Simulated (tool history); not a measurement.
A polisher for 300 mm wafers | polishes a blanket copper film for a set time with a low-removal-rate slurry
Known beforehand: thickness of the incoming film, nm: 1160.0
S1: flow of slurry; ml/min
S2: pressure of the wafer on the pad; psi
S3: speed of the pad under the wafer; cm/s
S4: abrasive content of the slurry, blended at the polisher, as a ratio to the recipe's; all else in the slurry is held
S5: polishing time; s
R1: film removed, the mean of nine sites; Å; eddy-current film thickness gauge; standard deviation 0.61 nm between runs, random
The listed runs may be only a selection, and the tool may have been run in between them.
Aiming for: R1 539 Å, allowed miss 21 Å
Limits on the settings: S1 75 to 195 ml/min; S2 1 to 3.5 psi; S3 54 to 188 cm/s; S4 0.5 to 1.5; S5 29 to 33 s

Run 1, hour 0: S1 125 ml/min, S2 2.2 psi, S3 120 cm/s, S4 1, S5 33 s. Result: R1 793.82 Å.
Run 2, hour 8.1: S1 125 ml/min, S2 2.2 psi, S3 120 cm/s, S4 1.1, S5 33 s. Result: R1 797.61 Å.
Run 3, hour 12.3: S1 120 ml/min, S2 2 psi, S3 120 cm/s, S4 1.1, S5 33 s. Result: R1 735.43 Å.
Run 4, hour 20.8: S1 150 ml/min, S2 2 psi, S3 120 cm/s, S4 1.1, S5 33 s. Result: R1 772.28 Å.
Run 5, hour 27.2: S1 140 ml/min, S2 1.8 psi, S3 120 cm/s, S4 1.1, S5 33 s. Result: R1 698.56 Å.
Run 6, hour 32.3: S1 140 ml/min, S2 1.8 psi, S3 120 cm/s, S4 0.9, S5 33 s. Result: R1 677.5 Å.
Run 7, hour 41: S1 135 ml/min, S2 1.7 psi, S3 120 cm/s, S4 0.9, S5 33 s. Result: R1 651.95 Å.
Run 8, hour 47.5: S1 130 ml/min, S2 1.6 psi, S3 120 cm/s, S4 0.9, S5 33 s. Result: R1 623.24 Å.
Run 9, hour 48.3: S1 125 ml/min, S2 1.5 psi, S3 120 cm/s, S4 0.9, S5 33 s. Result: R1 579.68 Å.
Run 10, hour 56.9: S1 120 ml/min, S2 1.5 psi, S3 120 cm/s, S4 0.9, S5 33 s. Result: R1 569.05 Å.
Run 11, hour 65.5: S1 115 ml/min, S2 1.5 psi, S3 120 cm/s, S4 0.9, S5 33 s. Result: R1 581.91 Å.

Which of these 4 next moves meets every target?
Run A, hour 74.1: S1 105 ml/min, S2 1.5 psi, S3 142 cm/s, S4 0.9, S5 30 s. Result: R1 ?.
Run B, hour 74.1: S1 120 ml/min, S2 2.3 psi, S3 102 cm/s, S4 0.95, S5 32 s. Result: R1 ?.
Run C, hour 74.1: S1 105 ml/min, S2 1.5 psi, S3 126 cm/s, S4 0.85, S5 31 s. Result: R1 ?.
Run D, hour 74.1: S1 115 ml/min, S2 1.5 psi, S3 140 cm/s, S4 1.1, S5 29 s. Result: R1 ?.

move      R1
   A  599.31
   B  660.83
   C   544.1
   D  612.66
A: further off than the last run
B: further off than the last run
C: all results land within tolerance of their targets
D: further off than the last run
C is the move that brings every result within its allowed miss.

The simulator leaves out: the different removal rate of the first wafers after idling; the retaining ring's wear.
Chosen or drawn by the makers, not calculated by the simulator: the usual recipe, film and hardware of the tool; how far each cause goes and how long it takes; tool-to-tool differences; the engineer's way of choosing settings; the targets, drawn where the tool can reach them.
